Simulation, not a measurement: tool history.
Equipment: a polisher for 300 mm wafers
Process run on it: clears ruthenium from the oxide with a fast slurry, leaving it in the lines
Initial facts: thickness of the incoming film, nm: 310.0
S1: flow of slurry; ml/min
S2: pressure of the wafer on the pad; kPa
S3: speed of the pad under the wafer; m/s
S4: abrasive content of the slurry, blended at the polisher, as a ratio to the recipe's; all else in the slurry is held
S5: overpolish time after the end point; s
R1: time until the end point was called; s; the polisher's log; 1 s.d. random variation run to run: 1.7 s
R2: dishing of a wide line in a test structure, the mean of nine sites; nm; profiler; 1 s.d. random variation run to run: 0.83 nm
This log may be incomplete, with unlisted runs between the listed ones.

run    day   S1    S2    S3   S4  S5       R1      R2
  1  0.000  185  17.2  0.82  1.0  13  109.690  28.897
  2  0.104  155  17.2  0.82  1.0  13  118.540  28.823
  3  0.312  160  18.6  0.82  1.0  14  109.940  32.373
  4  0.533  185  18.6  0.82  1.0  14  106.070  32.780
  5  0.696  185  18.6  0.82  1.1  14   98.019  33.526
  6  0.871  185  14.5  0.82  1.1  14  128.140  28.374
  7  1.221  185  15.9  0.84  1.1  15  116.370  32.943

Run 8 is up next; what results do you expect?
  8  1.362  190  17.2  0.84  1.1  16   ?   ?

R1: 104.640 s
R2: 37.325 nm
